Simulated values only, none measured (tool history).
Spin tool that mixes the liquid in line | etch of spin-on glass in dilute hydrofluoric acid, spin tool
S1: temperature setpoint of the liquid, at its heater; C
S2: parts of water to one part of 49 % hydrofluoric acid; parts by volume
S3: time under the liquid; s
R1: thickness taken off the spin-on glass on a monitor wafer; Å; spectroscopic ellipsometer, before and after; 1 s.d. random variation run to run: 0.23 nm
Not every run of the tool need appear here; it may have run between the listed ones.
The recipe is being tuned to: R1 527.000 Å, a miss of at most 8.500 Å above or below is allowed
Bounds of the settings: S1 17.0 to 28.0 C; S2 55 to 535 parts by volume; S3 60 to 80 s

run  hour    S1   S2  S3       R1
  1   0.0  20.0  295  80  127.360
  2   8.3  20.0  295  60   95.833
  3  11.2  17.5  295  60   87.392
  4  13.9  19.5  250  65  124.890
  5  20.2  19.5  310  65   94.937
  6  28.7  21.0  260  65  126.600
  7  34.4  21.0  260  65  126.250
  8  40.2  22.5  220  70  177.380
  9  44.0  23.5  190  70  219.080
 10  49.9  27.5   70  75  865.940
 11  54.7  26.5   70  75  828.610
 12  59.1  22.5   95  75  501.930
 13  64.0  23.0   95  75  509.220
 14  71.4  23.0   95  75  513.810

Exactly one of the 4 candidate moves below puts every result within its allowed miss. Which one?
  A  78.8  23.0  105  80   ?
  B  78.8  22.5  100  80   ?
  C  78.8  23.5  100  80   ?
  D  78.8  23.5  105  80   ?

move       R1
   A  488.040
   B  505.290
   C  525.900
   D  497.840
A: the biggest miss grows against the last run
B: the biggest miss grows against the last run
C: all results land within tolerance of their targets
D: the biggest miss grows against the last run
C is the move that brings every result within its allowed miss.
